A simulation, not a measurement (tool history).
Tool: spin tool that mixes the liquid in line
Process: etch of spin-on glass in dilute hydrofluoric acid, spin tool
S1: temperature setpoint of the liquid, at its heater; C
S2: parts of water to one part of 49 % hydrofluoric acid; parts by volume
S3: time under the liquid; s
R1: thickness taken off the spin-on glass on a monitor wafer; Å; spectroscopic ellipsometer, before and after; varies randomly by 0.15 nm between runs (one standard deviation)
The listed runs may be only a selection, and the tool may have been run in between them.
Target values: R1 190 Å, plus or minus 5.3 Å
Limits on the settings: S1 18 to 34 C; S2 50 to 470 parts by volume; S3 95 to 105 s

run 1 hour=0 | S1=26 S2=260 S3=95 | R1=236.93
run 2 hour=0.6 | S1=26 S2=165 S3=95 | R1=416.22
run 3 hour=3.5 | S1=24.5 S2=180 S3=95 | R1=359.13
run 4 hour=9.2 | S1=24.5 S2=220 S3=95 | R1=275.06
run 5 hour=11.1 | S1=24.5 S2=250 S3=95 | R1=237.14
run 6 hour=16.1 | S1=24.5 S2=250 S3=105 | R1=261.01
run 7 hour=20.5 | S1=23.5 S2=250 S3=105 | R1=255.54
run 8 hour=25.3 | S1=19.5 S2=290 S3=105 | R1=181.77

5 next moves are on the table. One of them brings every result within its allowed miss. Which?
run A hour=30.1 | S1=18 S2=255 S3=100 | R1=?
run B hour=30.1 | S1=19.5 S2=280 S3=100 | R1=?
run C hour=30.1 | S1=18 S2=280 S3=100 | R1=?
run D hour=30.1 | S1=18 S2=285 S3=105 | R1=?
run E hour=30.1 | S1=18 S2=290 S3=105 | R1=?

move=A R1=189.02
move=B R1=178.14
move=C R1=168.41
move=D R1=172.98
move=E R1=169.26
A: hits every target within its allowed miss
B: moves away from the targets compared with the last run
C: moves away from the targets compared with the last run
D: moves away from the targets compared with the last run
E: moves away from the targets compared with the last run
Move A is the one to make.
